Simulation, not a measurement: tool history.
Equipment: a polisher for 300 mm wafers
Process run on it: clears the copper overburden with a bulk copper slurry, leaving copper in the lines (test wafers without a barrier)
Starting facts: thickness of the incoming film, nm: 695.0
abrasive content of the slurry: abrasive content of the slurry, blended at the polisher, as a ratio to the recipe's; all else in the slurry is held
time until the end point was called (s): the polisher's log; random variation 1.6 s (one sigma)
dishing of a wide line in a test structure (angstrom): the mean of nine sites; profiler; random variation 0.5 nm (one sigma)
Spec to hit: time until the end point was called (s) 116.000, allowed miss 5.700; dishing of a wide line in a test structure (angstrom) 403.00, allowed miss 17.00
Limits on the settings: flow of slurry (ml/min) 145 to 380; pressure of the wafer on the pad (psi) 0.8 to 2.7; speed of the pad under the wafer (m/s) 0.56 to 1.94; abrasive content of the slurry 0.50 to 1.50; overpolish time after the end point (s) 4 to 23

run  hour  flow of slurry (ml/min)  pressure of the wafer on the pad (psi)  speed of the pad under the wafer (m/s)  abrasive content of the slurry  overpolish time after the end point (s)  time until the end point was called (s)  dishing of a wide line in a test structure (angstrom)
  1   0.0                      245                                     1.7                                    1.24                            1.00                                       12                                   90.135                                                 519.86
  2   6.1                      245                                     1.7                                    1.24                            1.00                                       14                                   86.827                                                 588.93
  3  11.0                      245                                     1.6                                    1.24                            1.00                                       14                                   91.540                                                 563.38
  4  16.6                      300                                     1.6                                    1.24                            1.00                                       14                                   91.382                                                 573.43
  5  23.3                      300                                     1.6                                    1.24                            1.00                                       16                                   89.458                                                 616.74
  6  30.9                      300                                     1.5                                    1.24                            1.00                                       15                                   96.225                                                 553.16
  7  35.4                      300                                     1.4                                    1.24                            1.00                                       15                                  103.090                                                 533.99
  8  40.3                      300                                     1.4                                    1.24                            1.00                                       14                                  103.570                                                 500.78
  9  48.0                      300                                     1.3                                    1.26                            1.00                                       13                                  109.360                                                 449.58

Of the 5 settings listed for the next run, only one would bring every result within its allowed miss of target. Which one?
  A  55.7                      235                                     1.4                                    1.14                            0.95                                       14                                        ?                                                      ?
  B  55.7                      255                                     1.2                                    1.28                            0.60                                       15                                        ?                                                      ?
  C  55.7                      370                                     1.1                                    1.26                            1.20                                       12                                        ?                                                      ?
  D  55.7                      325                                     1.3                                    1.16                            0.95                                       14                                        ?                                                      ?
  E  55.7                      290                                     1.2                                    1.06                            1.05                                       14                                        ?                                                      ?

move  time until the end point was called (s)  dishing of a wide line in a test structure (angstrom)
   A                                  115.160                                                 456.73
   B                                  132.640                                                 424.59
   C                                  118.030                                                 388.34
   D                                  117.890                                                 444.61
   E                                  135.980                                                 396.24
A: its largest miss is bigger than the last run's
B: its largest miss is bigger than the last run's
C: every result within its allowed miss
D: closes in on the targets versus the last run, not all within tolerance yet
E: puts the biggest miss on target and leaves a different result outside tolerance
So the answer is move C, the one that meets all the targets.

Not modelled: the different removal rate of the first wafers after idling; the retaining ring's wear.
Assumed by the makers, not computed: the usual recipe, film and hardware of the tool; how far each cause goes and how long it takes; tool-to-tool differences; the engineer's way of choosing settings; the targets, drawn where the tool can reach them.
